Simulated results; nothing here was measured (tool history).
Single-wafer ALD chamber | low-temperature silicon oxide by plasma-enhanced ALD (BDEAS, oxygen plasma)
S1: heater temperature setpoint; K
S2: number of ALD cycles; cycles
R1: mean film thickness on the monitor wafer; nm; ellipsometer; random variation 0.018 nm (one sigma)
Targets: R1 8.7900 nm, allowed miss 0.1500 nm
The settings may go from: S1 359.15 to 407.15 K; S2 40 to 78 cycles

run 1 hour=0.0 | S1=383.15 S2=59 | R1=7.8427
run 2 hour=4.3 | S1=392.15 S2=59 | R1=7.7275
run 3 hour=11.7 | S1=392.15 S2=53 | R1=6.9313
run 4 hour=18.5 | S1=392.15 S2=49 | R1=6.4128
run 5 hour=19.4 | S1=387.15 S2=49 | R1=6.4809
run 6 hour=23.8 | S1=387.15 S2=57 | R1=7.5410
run 7 hour=29.5 | S1=386.15 S2=58 | R1=7.6603
run 8 hour=32.4 | S1=385.15 S2=59 | R1=7.7975
run 9 hour=34.6 | S1=380.15 S2=67 | R1=8.9647

4 next moves are on the table. One of them brings every result within its allowed miss. Which?
run A hour=36.8 | S1=366.15 S2=67 | R1=?
run B hour=36.8 | S1=385.15 S2=69 | R1=?
run C hour=36.8 | S1=373.15 S2=65 | R1=?
run D hour=36.8 | S1=377.15 S2=69 | R1=?

move=A R1=9.2351
move=B R1=9.1451
move=C R1=8.7827
move=D R1=9.2638
A: further off than the last run
B: further off than the last run
C: meets every target
D: further off than the last run
Move C is the one to make.

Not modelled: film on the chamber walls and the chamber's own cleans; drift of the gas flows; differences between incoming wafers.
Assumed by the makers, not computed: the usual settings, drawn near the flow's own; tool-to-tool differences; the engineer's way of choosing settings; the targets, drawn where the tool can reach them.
